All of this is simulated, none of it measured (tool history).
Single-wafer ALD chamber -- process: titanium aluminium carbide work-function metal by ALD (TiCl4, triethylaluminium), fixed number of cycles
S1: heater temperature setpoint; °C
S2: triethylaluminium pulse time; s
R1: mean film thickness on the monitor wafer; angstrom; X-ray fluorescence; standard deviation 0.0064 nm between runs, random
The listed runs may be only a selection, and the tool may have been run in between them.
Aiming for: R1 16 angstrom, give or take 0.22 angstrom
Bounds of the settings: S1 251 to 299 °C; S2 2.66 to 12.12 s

{"run": 1, "hour": 0.0, "S1": 275, "S2": 7.39, "R1": 18.178}
{"run": 2, "hour": 7.2, "S1": 275, "S2": 8.33, "R1": 18.679}
{"run": 3, "hour": 15.7, "S1": 275, "S2": 7.56, "R1": 18.359}
{"run": 4, "hour": 20.1, "S1": 272, "S2": 7.35, "R1": 17.861}
{"run": 5, "hour": 21.2, "S1": 264, "S2": 7.35, "R1": 17.358}
{"run": 6, "hour": 21.7, "S1": 262, "S2": 7.17, "R1": 17.223}
{"run": 7, "hour": 27.4, "S1": 261, "S2": 6.96, "R1": 16.89}
{"run": 8, "hour": 34.6, "S1": 260, "S2": 6.87, "R1": 16.776}
{"run": 9, "hour": 42.4, "S1": 259, "S2": 6.8, "R1": 16.5}
{"run": 10, "hour": 51.3, "S1": 258, "S2": 6.78, "R1": 16.446}
{"run": 11, "hour": 58.3, "S1": 257, "S2": 6.76, "R1": 16.443}
{"run": 12, "hour": 59.2, "S1": 256, "S2": 6.74, "R1": 16.307}
{"run": 13, "hour": 60.1, "S1": 255, "S2": 6.73, "R1": 16.187}
{"run": 14, "hour": 64.2, "S1": 255, "S2": 6.72, "R1": 16.264}
{"run": 15, "hour": 69.7, "S1": 255, "S2": 6.71, "R1": 16.254}
{"run": 16, "hour": 76.2, "S1": 255, "S2": 6.7, "R1": 16.246}
{"run": 17, "hour": 77.5, "S1": 255, "S2": 6.69, "R1": 16.237}

4 next moves are on the table. One of them brings every result within its allowed miss. Which?
{"run": "A", "hour": 78.8, "S1": 253, "S2": 6.43, "R1": "?"}
{"run": "B", "hour": 78.8, "S1": 262, "S2": 6.08, "R1": "?"}
{"run": "C", "hour": 78.8, "S1": 257, "S2": 7.08, "R1": "?"}
{"run": "D", "hour": 78.8, "S1": 257, "S2": 6.8, "R1": "?"}

move=A R1=15.983
move=B R1=16.37
move=C R1=16.673
move=D R1=16.511
A: in spec on every target
B: further off than the last run
C: further off than the last run
D: further off than the last run
So the answer is move A, the one that meets all the targets.
